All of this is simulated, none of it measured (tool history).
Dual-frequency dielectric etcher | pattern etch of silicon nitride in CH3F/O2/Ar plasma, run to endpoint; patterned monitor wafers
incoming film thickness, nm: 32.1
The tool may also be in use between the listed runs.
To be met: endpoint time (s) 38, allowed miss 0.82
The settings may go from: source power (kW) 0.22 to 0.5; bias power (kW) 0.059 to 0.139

{"run": 1, "hour": 0.0, "source power (kW)": 0.36, "bias power (kW)": 0.099, "endpoint time (s)": 44.69}
{"run": 2, "hour": 1.3, "source power (kW)": 0.33, "bias power (kW)": 0.099, "endpoint time (s)": 47.05}
{"run": 3, "hour": 8.5, "source power (kW)": 0.27, "bias power (kW)": 0.099, "endpoint time (s)": 54.466}
{"run": 4, "hour": 11.8, "source power (kW)": 0.27, "bias power (kW)": 0.108, "endpoint time (s)": 53.222}
{"run": 5, "hour": 14.3, "source power (kW)": 0.3, "bias power (kW)": 0.109, "endpoint time (s)": 49.04}
{"run": 6, "hour": 19.9, "source power (kW)": 0.32, "bias power (kW)": 0.11, "endpoint time (s)": 46.694}
{"run": 7, "hour": 28.7, "source power (kW)": 0.34, "bias power (kW)": 0.111, "endpoint time (s)": 44.906}
{"run": 8, "hour": 34.8, "source power (kW)": 0.36, "bias power (kW)": 0.112, "endpoint time (s)": 43.272}
{"run": 9, "hour": 38.0, "source power (kW)": 0.37, "bias power (kW)": 0.113, "endpoint time (s)": 42.197}
{"run": 10, "hour": 41.3, "source power (kW)": 0.38, "bias power (kW)": 0.113, "endpoint time (s)": 41.629}
{"run": 11, "hour": 50.0, "source power (kW)": 0.39, "bias power (kW)": 0.113, "endpoint time (s)": 41.149}
{"run": 12, "hour": 55.8, "source power (kW)": 0.4, "bias power (kW)": 0.113, "endpoint time (s)": 40.449}
{"run": 13, "hour": 61.8, "source power (kW)": 0.41, "bias power (kW)": 0.113, "endpoint time (s)": 40.044}
{"run": 14, "hour": 67.9, "source power (kW)": 0.42, "bias power (kW)": 0.113, "endpoint time (s)": 39.263}
{"run": 15, "hour": 74.6, "source power (kW)": 0.42, "bias power (kW)": 0.113, "endpoint time (s)": 39.667}
{"run": 16, "hour": 80.4, "source power (kW)": 0.43, "bias power (kW)": 0.113, "endpoint time (s)": 38.816}

Which of these 5 next moves meets every target?
{"run": "A", "hour": 86.2, "source power (kW)": 0.4, "bias power (kW)": 0.136, "endpoint time (s)": "?"}
{"run": "B", "hour": 86.2, "source power (kW)": 0.39, "bias power (kW)": 0.121, "endpoint time (s)": "?"}
{"run": "C", "hour": 86.2, "source power (kW)": 0.42, "bias power (kW)": 0.107, "endpoint time (s)": "?"}
{"run": "D", "hour": 86.2, "source power (kW)": 0.41, "bias power (kW)": 0.119, "endpoint time (s)": "?"}
{"run": "E", "hour": 86.2, "source power (kW)": 0.42, "bias power (kW)": 0.105, "endpoint time (s)": "?"}

move=A endpoint_time_(s)=38.38
move=B endpoint_time_(s)=40.419
move=C endpoint_time_(s)=40.297
move=D endpoint_time_(s)=39.516
move=E endpoint_time_(s)=40.527
A: meets every target
B: further off than the last run
C: further off than the last run
D: further off than the last run
E: further off than the last run
The right move is A.

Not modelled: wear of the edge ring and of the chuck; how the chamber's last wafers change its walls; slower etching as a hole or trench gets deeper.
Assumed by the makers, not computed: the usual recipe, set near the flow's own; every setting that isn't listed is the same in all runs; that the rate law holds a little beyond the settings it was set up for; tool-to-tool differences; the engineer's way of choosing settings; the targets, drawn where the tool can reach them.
